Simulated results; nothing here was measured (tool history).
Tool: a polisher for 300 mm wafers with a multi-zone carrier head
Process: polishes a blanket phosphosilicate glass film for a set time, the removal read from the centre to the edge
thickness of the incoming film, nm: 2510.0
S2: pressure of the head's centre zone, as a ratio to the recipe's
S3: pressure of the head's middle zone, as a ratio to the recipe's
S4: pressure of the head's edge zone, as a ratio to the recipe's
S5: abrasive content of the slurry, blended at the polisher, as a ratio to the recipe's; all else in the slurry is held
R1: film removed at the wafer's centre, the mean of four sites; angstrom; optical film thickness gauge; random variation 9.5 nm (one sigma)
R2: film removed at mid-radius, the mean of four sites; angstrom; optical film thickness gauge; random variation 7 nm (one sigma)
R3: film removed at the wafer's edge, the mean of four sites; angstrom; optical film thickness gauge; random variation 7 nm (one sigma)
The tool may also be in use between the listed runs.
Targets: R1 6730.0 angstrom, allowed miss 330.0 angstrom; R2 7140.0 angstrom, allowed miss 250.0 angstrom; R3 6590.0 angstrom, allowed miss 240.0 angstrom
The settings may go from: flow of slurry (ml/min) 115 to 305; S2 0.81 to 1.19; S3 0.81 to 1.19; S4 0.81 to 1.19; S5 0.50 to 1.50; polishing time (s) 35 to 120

Run 1, hour 0.0: flow of slurry (ml/min) 195, S2 1.00, S3 1.00, S4 1.00, S5 1.00, polishing time (s) 77. Result: R1 6101.6 angstrom, R2 5496.2 angstrom, R3 5430.3 angstrom.
Run 2, hour 2.9: flow of slurry (ml/min) 195, S2 1.00, S3 0.93, S4 1.00, S5 1.00, polishing time (s) 77. Result: R1 6052.2 angstrom, R2 5114.5 angstrom, R3 5387.7 angstrom.
Run 3, hour 3.5: flow of slurry (ml/min) 195, S2 1.00, S3 0.93, S4 1.00, S5 1.00, polishing time (s) 58. Result: R1 4467.4 angstrom, R2 3889.1 angstrom, R3 4009.2 angstrom.
Run 4, hour 9.8: flow of slurry (ml/min) 205, S2 0.99, S3 0.99, S4 1.04, S5 1.15, polishing time (s) 61. Result: R1 5156.8 angstrom, R2 4727.7 angstrom, R3 4640.3 angstrom.
At hour 15.6: centre zone pressure recalibrated.
Run 5, hour 15.6: flow of slurry (ml/min) 205, S2 0.97, S3 1.02, S4 1.07, S5 1.25, polishing time (s) 64. Result: R1 5060.2 angstrom, R2 5300.4 angstrom, R3 5201.5 angstrom.
Run 6, hour 22.9: flow of slurry (ml/min) 215, S2 1.00, S3 1.05, S4 1.09, S5 1.35, polishing time (s) 65. Result: R1 5371.6 angstrom, R2 5741.5 angstrom, R3 5419.4 angstrom.
Run 7, hour 28.2: flow of slurry (ml/min) 220, S2 1.02, S3 1.06, S4 1.10, S5 1.40, polishing time (s) 68. Result: R1 5956.7 angstrom, R2 6133.4 angstrom, R3 5886.0 angstrom.
Run 8, hour 34.7: flow of slurry (ml/min) 230, S2 1.03, S3 1.08, S4 1.11, S5 1.45, polishing time (s) 69. Result: R1 6308.7 angstrom, R2 6407.3 angstrom, R3 6126.7 angstrom.
Run 9, hour 37.8: flow of slurry (ml/min) 240, S2 1.03, S3 1.10, S4 1.12, S5 1.45, polishing time (s) 70. Result: R1 6260.5 angstrom, R2 6673.6 angstrom, R3 6260.9 angstrom.
Run 10, hour 43.4: flow of slurry (ml/min) 245, S2 1.04, S3 1.11, S4 1.12, S5 1.45, polishing time (s) 70. Result: R1 6284.8 angstrom, R2 6764.1 angstrom, R3 6232.4 angstrom.
Run 11, hour 50.6: flow of slurry (ml/min) 250, S2 1.05, S3 1.11, S4 1.13, S5 1.45, polishing time (s) 70. Result: R1 6609.1 angstrom, R2 6679.4 angstrom, R3 6389.1 angstrom.
Run 12, hour 59.4: flow of slurry (ml/min) 255, S2 1.05, S3 1.12, S4 1.13, S5 1.45, polishing time (s) 70. Result: R1 6461.8 angstrom, R2 6807.5 angstrom, R3 6192.4 angstrom.

Which of these 5 next moves meets every target?
Run A, hour 68.2: flow of slurry (ml/min) 305, S2 1.05, S3 1.11, S4 1.13, S5 1.20, polishing time (s) 78. Result: R1 ?, R2 ?, R3 ?.
Run B, hour 68.2: flow of slurry (ml/min) 290, S2 1.16, S3 1.13, S4 1.07, S5 1.35, polishing time (s) 66. Result: R1 ?, R2 ?, R3 ?.
Run C, hour 68.2: flow of slurry (ml/min) 250, S2 1.14, S3 1.15, S4 1.09, S5 1.45, polishing time (s) 65. Result: R1 ?, R2 ?, R3 ?.
Run D, hour 68.2: flow of slurry (ml/min) 195, S2 0.92, S3 0.93, S4 1.19, S5 1.50, polishing time (s) 78. Result: R1 ?, R2 ?, R3 ?.
Run E, hour 68.2: flow of slurry (ml/min) 255, S2 1.18, S3 1.13, S4 1.07, S5 1.40, polishing time (s) 68. Result: R1 ?, R2 ?, R3 ?.

move      R1      R2      R3
   A  6767.0  7065.8  6533.3
   B  6647.5  6374.6  5662.5
   C  6518.6  6468.3  5728.9
   D  6168.4  6381.8  7132.3
   E  6974.5  6582.5  5866.5
A: meets every target
B: further off than the last run
C: further off than the last run
D: takes the result that was furthest off past its target
E: further off than the last run
The right move is A.
